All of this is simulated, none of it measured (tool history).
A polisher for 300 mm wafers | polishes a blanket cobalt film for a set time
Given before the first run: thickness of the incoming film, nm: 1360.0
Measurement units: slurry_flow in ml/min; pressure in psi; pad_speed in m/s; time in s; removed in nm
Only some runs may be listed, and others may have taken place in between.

{"run": 1, "hour": 0.0, "slurry_flow": 225, "pressure": 2.4, "pad_speed": 1.26, "time": 46, "removed": 319.29}
{"run": 2, "hour": 0.9, "slurry_flow": 260, "pressure": 2.4, "pad_speed": 1.26, "time": 46, "removed": 328.65}
{"run": 3, "hour": 2.5, "slurry_flow": 265, "pressure": 2.4, "pad_speed": 1.26, "time": 46, "removed": 323.71}
{"run": 4, "hour": 9.0, "slurry_flow": 265, "pressure": 2.5, "pad_speed": 1.26, "time": 46, "removed": 341.98}
{"run": 5, "hour": 17.5, "slurry_flow": 265, "pressure": 2, "pad_speed": 1.26, "time": 46, "removed": 274.83}
{"run": 6, "hour": 21.8, "slurry_flow": 300, "pressure": 2, "pad_speed": 1.26, "time": 46, "removed": 275.56}

Predict the results of run 7:
{"run": 7, "hour": 24.0, "slurry_flow": 300, "pressure": 2.1, "pad_speed": 1.26, "time": 46, "removed": "?"}

For run 7 the tool returned removed 289.53 nm.
